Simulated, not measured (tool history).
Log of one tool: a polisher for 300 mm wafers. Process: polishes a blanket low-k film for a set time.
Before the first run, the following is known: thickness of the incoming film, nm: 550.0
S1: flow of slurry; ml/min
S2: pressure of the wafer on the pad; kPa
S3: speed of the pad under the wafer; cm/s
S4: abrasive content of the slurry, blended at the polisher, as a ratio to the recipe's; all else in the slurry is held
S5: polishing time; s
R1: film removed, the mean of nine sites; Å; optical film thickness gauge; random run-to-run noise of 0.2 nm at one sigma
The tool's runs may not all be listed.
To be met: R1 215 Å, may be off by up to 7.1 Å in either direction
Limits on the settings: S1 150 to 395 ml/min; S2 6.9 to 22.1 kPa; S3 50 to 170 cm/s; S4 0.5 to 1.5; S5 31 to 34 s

run,hour,S1,S2,S3,S4,S5,R1
1,0,250,14.5,110,1,34,142.85
2,4.5,250,15.9,110,1,34,159.08
3,12.5,250,16.5,110,1,34,164.32
4,16.3,250,16.5,110,1,31,151.71
5,24.9,250,17.2,110,1,31,156.43
6,30.9,250,17.9,112,1,31,163.09
7,31.8,250,18.6,114,1,31,174.81
8,38.2,250,19.3,114,1,31,178.05
9,43.2,250,20,116,1,31,190.17
10,51.9,250,20.7,116,1,31,194.01
11,60.8,255,21.4,118,1,31,202.57

4 candidate next runs follow, results not yet known. Just one meets every target within its allowed miss. Identify it.
A,69.7,300,22.1,104,1,34,?
B,69.7,275,22.1,122,1.15,32,?
C,69.7,260,20.7,116,1.15,34,?
D,69.7,215,22.1,126,1.2,31,?

move,R1
A,212.65
B,239.95
C,228.55
D,236.19
A: every result lands within tolerance
B: takes the result that was furthest off past its target
C: takes the result that was furthest off past its target
D: takes the result that was furthest off past its target
The move that meets every target is A.
